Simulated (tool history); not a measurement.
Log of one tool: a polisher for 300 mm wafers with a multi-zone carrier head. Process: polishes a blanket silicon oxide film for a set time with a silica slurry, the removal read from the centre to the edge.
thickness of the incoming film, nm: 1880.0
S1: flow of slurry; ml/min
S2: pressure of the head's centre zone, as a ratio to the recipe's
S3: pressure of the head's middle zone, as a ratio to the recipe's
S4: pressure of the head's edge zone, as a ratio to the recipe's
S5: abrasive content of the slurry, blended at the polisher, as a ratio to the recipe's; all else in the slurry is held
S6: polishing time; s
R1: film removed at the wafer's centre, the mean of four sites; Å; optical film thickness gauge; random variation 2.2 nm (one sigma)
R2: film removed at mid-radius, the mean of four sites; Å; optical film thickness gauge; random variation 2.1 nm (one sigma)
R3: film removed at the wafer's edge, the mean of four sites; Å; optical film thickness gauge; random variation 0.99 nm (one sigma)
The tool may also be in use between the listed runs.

run	hour	S1	S2	S3	S4	S5	S6	R1	R2	R3
1	0.0	210	1.00	1.00	1.00	1.00	47	1804.7	1799.1	1821.0
2	1.3	210	1.02	1.00	0.98	1.00	47	1859.3	1838.2	1788.4
3	8.0	210	1.02	0.95	0.98	1.00	47	1838.9	1695.8	1795.5
4	14.6	210	1.03	0.95	0.96	1.00	47	1838.4	1729.4	1763.4
5	22.3	210	1.05	0.94	0.95	1.00	47	1903.2	1719.0	1761.0
6	25.7	210	1.06	0.94	0.94	1.00	47	1917.1	1721.5	1756.9
7	28.6	210	1.07	0.94	0.93	1.00	47	1920.1	1721.6	1744.9
8	32.2	210	1.08	0.94	0.92	1.00	47	1961.8	1698.8	1763.3
9	34.9	210	1.09	0.95	0.91	1.00	47	1917.1	1703.6	1746.6
10	35.7	225	1.10	0.95	0.90	0.95	47	1954.4	1683.4	1685.4

The next listed run, before its measurement:
11	43.6	230	1.10	0.95	0.89	0.95	47	?	?	?

{"run 11": {"R1": 1983.1, "R2": 1700.6, "R3": 1704.4}}
